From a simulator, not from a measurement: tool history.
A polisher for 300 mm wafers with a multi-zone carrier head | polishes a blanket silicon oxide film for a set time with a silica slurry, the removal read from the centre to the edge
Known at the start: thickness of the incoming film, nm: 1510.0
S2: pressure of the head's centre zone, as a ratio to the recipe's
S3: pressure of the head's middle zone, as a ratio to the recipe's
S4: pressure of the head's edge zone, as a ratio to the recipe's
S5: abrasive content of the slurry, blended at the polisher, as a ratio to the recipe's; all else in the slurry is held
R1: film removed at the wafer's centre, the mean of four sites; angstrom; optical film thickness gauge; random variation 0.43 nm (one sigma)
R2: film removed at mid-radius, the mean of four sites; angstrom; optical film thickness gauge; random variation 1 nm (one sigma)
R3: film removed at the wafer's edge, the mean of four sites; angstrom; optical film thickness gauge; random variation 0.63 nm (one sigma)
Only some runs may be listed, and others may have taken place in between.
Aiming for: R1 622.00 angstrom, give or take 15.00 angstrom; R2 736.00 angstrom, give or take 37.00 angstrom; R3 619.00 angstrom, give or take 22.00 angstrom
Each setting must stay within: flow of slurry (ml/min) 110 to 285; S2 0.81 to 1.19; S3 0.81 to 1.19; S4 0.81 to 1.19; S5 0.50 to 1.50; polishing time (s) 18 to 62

Run 1, hour 0.0: flow of slurry (ml/min) 180, S2 1.00, S3 1.00, S4 1.00, S5 1.00, polishing time (s) 40. Result: R1 806.37 angstrom, R2 815.08 angstrom, R3 832.04 angstrom.
Run 2, hour 7.7: flow of slurry (ml/min) 180, S2 1.00, S3 1.00, S4 1.05, S5 1.00, polishing time (s) 40. Result: R1 815.55 angstrom, R2 831.44 angstrom, R3 849.11 angstrom.
Run 3, hour 16.5: flow of slurry (ml/min) 180, S2 1.00, S3 1.00, S4 1.05, S5 1.00, polishing time (s) 50. Result: R1 1014.80 angstrom, R2 1038.90 angstrom, R3 1064.60 angstrom.
Run 4, hour 18.1: flow of slurry (ml/min) 185, S2 0.99, S3 1.04, S4 1.00, S5 0.85, polishing time (s) 47. Result: R1 896.54 angstrom, R2 969.87 angstrom, R3 926.93 angstrom.
Run 5, hour 22.3: flow of slurry (ml/min) 185, S2 0.93, S3 1.04, S4 1.00, S5 0.85, polishing time (s) 47. Result: R1 828.62 angstrom, R2 964.56 angstrom, R3 909.61 angstrom.
Run 6, hour 28.0: flow of slurry (ml/min) 185, S2 0.90, S3 1.04, S4 1.00, S5 0.85, polishing time (s) 47. Result: R1 802.92 angstrom, R2 944.54 angstrom, R3 923.51 angstrom.
Run 7, hour 28.7: flow of slurry (ml/min) 185, S2 0.91, S3 1.05, S4 0.96, S5 0.75, polishing time (s) 45. Result: R1 741.09 angstrom, R2 868.95 angstrom, R3 829.13 angstrom.
Run 8, hour 30.1: flow of slurry (ml/min) 185, S2 0.92, S3 1.07, S4 0.93, S5 0.70, polishing time (s) 43. Result: R1 695.64 angstrom, R2 813.38 angstrom, R3 725.86 angstrom.
Run 9, hour 36.9: flow of slurry (ml/min) 175, S2 0.91, S3 1.07, S4 0.90, S5 0.70, polishing time (s) 43. Result: R1 678.80 angstrom, R2 815.56 angstrom, R3 728.80 angstrom.
Run 10, hour 45.9: flow of slurry (ml/min) 175, S2 0.92, S3 1.07, S4 0.88, S5 0.65, polishing time (s) 43. Result: R1 658.68 angstrom, R2 789.65 angstrom, R3 694.33 angstrom.
At hour 49.1: slurry nozzle cleaned.
Run 11, hour 49.1: flow of slurry (ml/min) 170, S2 0.93, S3 1.07, S4 0.86, S5 0.60, polishing time (s) 43. Result: R1 663.86 angstrom, R2 784.72 angstrom, R3 683.95 angstrom.
Run 12, hour 53.0: flow of slurry (ml/min) 170, S2 0.93, S3 1.07, S4 0.85, S5 0.55, polishing time (s) 43. Result: R1 655.63 angstrom, R2 765.02 angstrom, R3 648.15 angstrom.
Run 13, hour 59.4: flow of slurry (ml/min) 165, S2 0.93, S3 1.07, S4 0.84, S5 0.55, polishing time (s) 43. Result: R1 636.85 angstrom, R2 753.82 angstrom, R3 648.06 angstrom.
Run 14, hour 65.8: flow of slurry (ml/min) 165, S2 0.93, S3 1.07, S4 0.83, S5 0.55, polishing time (s) 43. Result: R1 647.95 angstrom, R2 750.44 angstrom, R3 642.66 angstrom.
Run 15, hour 68.4: flow of slurry (ml/min) 160, S2 0.93, S3 1.07, S4 0.82, S5 0.55, polishing time (s) 43. Result: R1 637.20 angstrom, R2 740.52 angstrom, R3 640.46 angstrom.
Run 16, hour 77.2: flow of slurry (ml/min) 160, S2 0.93, S3 1.08, S4 0.82, S5 0.55, polishing time (s) 43. Result: R1 642.55 angstrom, R2 752.09 angstrom, R3 640.88 angstrom.

4 candidate next runs follow, results not yet known. Just one meets every target within its allowed miss. Identify it.
Run A, hour 86.0: flow of slurry (ml/min) 160, S2 0.94, S3 1.03, S4 0.82, S5 0.55, polishing time (s) 44. Result: R1 ?, R2 ?, R3 ?.
Run B, hour 86.0: flow of slurry (ml/min) 215, S2 0.97, S3 1.18, S4 0.81, S5 0.50, polishing time (s) 42. Result: R1 ?, R2 ?, R3 ?.
Run C, hour 86.0: flow of slurry (ml/min) 195, S2 0.94, S3 1.12, S4 0.88, S5 0.55, polishing time (s) 40. Result: R1 ?, R2 ?, R3 ?.
Run D, hour 86.0: flow of slurry (ml/min) 185, S2 0.97, S3 1.15, S4 0.81, S5 0.50, polishing time (s) 44. Result: R1 ?, R2 ?, R3 ?.

move      R1      R2      R3
   A  667.41  733.32  641.41
   B  666.43  791.39  603.51
   C  631.85  742.00  616.93
   D  679.96  791.99  621.58
A: moves away from the targets compared with the last run
B: moves away from the targets compared with the last run
C: meets every target
D: moves away from the targets compared with the last run
Move C is the one to make.

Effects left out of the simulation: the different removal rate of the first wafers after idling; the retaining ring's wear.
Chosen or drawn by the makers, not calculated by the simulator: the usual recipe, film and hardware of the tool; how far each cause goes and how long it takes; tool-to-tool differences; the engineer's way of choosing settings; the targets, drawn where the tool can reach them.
